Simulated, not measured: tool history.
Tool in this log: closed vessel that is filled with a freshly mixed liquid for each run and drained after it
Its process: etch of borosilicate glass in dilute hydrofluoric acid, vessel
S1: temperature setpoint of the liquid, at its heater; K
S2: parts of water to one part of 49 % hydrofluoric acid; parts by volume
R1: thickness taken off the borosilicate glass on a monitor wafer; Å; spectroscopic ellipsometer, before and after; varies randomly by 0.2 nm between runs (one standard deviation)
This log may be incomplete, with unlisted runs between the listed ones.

{"run": 1, "hour": 0.0, "S1": 298.15, "S2": 225, "time in the liquid (s)": 160, "R1": 153.81}
{"run": 2, "hour": 4.8, "S1": 300.15, "S2": 200, "time in the liquid (s)": 160, "R1": 191.03}
{"run": 3, "hour": 6.5, "S1": 301.65, "S2": 185, "time in the liquid (s)": 160, "R1": 225.28}
{"run": 4, "hour": 14.1, "S1": 301.65, "S2": 185, "time in the liquid (s)": 160, "R1": 220.86}
{"run": 5, "hour": 20.1, "S1": 302.65, "S2": 170, "time in the liquid (s)": 160, "R1": 255.28}
{"run": 6, "hour": 25.0, "S1": 299.65, "S2": 170, "time in the liquid (s)": 160, "R1": 227.0}
{"run": 7, "hour": 26.4, "S1": 301.15, "S2": 160, "time in the liquid (s)": 160, "R1": 262.34}

Estimate the outcome of run 8 from the log above:
{"run": 8, "hour": 27.3, "S1": 302.65, "S2": 155, "time in the liquid (s)": 160, "R1": "?"}

R1: 286.78 Å
